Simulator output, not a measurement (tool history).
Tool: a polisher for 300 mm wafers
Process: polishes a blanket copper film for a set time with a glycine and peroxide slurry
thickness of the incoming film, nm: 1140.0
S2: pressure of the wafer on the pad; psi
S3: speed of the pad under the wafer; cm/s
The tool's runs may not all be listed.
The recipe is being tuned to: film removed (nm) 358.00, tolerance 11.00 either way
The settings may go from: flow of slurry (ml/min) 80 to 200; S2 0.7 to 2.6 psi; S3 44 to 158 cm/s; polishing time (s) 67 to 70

Run 1, hour 0.0: flow of slurry (ml/min) 130, S2 1.6 psi, S3 100 cm/s, polishing time (s) 67. Result: film removed (nm) 197.53.
Run 2, hour 2.7: flow of slurry (ml/min) 130, S2 1.3 psi, S3 100 cm/s, polishing time (s) 67. Result: film removed (nm) 168.44.
Run 3, hour 11.3: flow of slurry (ml/min) 135, S2 1.6 psi, S3 102 cm/s, polishing time (s) 67. Result: film removed (nm) 201.57.
Run 4, hour 19.5: flow of slurry (ml/min) 120, S2 1.6 psi, S3 102 cm/s, polishing time (s) 67. Result: film removed (nm) 195.57.
Run 5, hour 20.0: flow of slurry (ml/min) 120, S2 1.6 psi, S3 102 cm/s, polishing time (s) 67. Result: film removed (nm) 196.25.
Run 6, hour 21.0: flow of slurry (ml/min) 130, S2 1.9 psi, S3 102 cm/s, polishing time (s) 67. Result: film removed (nm) 226.21.
Run 7, hour 24.1: flow of slurry (ml/min) 135, S2 2.1 psi, S3 106 cm/s, polishing time (s) 67. Result: film removed (nm) 252.53.
Run 8, hour 31.2: flow of slurry (ml/min) 140, S2 2.2 psi, S3 110 cm/s, polishing time (s) 67. Result: film removed (nm) 269.70.
Run 9, hour 39.8: flow of slurry (ml/min) 145, S2 2.3 psi, S3 114 cm/s, polishing time (s) 67. Result: film removed (nm) 288.16.
Run 10, hour 44.4: flow of slurry (ml/min) 145, S2 2.4 psi, S3 118 cm/s, polishing time (s) 67. Result: film removed (nm) 309.24.
Run 11, hour 46.4: flow of slurry (ml/min) 145, S2 2.5 psi, S3 120 cm/s, polishing time (s) 67. Result: film removed (nm) 323.40.
Run 12, hour 48.4: flow of slurry (ml/min) 150, S2 2.5 psi, S3 122 cm/s, polishing time (s) 67. Result: film removed (nm) 329.89.

Exercise: of the 4 proposed moves below, exactly one satisfies all targets within the stated allowed misses. Which move is it?
Run A, hour 50.4: flow of slurry (ml/min) 150, S2 2.4 psi, S3 130 cm/s, polishing time (s) 68. Result: film removed (nm) ?.
Run B, hour 50.4: flow of slurry (ml/min) 110, S2 2.6 psi, S3 128 cm/s, polishing time (s) 67. Result: film removed (nm) ?.
Run C, hour 50.4: flow of slurry (ml/min) 150, S2 2.5 psi, S3 130 cm/s, polishing time (s) 70. Result: film removed (nm) ?.
Run D, hour 50.4: flow of slurry (ml/min) 170, S2 2.1 psi, S3 128 cm/s, polishing time (s) 67. Result: film removed (nm) ?.

move  film removed (nm)
   A             340.88
   B             327.23
   C             363.11
   D             305.74
A: nearer the targets than the last run, but a result is still out of spec
B: the biggest miss grows against the last run
C: meets every target
D: the biggest miss grows against the last run
C meets every target.
